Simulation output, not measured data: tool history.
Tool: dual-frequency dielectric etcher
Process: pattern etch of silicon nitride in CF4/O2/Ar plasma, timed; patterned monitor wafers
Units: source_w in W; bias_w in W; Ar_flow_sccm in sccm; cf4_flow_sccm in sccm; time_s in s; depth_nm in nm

| run | hour | source_w | bias_w | Ar_flow_sccm | cf4_flow_sccm | time_s | depth_nm |
|---|---|---|---|---|---|---|---|
| 1 | 0 | 490 | 51 | 138 | 133 | 17.5 | 32.425 |
| 2 | 0.6 | 450 | 51 | 138 | 133 | 17.5 | 29.59 |
| 3 | 5.2 | 450 | 51 | 138 | 133 | 18.5 | 31.535 |
| 4 | 11.8 | 450 | 58 | 138 | 133 | 18.5 | 32.952 |
| 5 | 14.5 | 470 | 58 | 138 | 133 | 18.5 | 34.48 |
| 6 | 18.5 | 480 | 58 | 138 | 133 | 18.5 | 34.965 |

Run 7 comes next. What will it give?
| 7 | 19.6 | 490 | 58 | 138 | 133 | 18.5 | ? |

{"run 7": {"depth_nm": 36.143}}
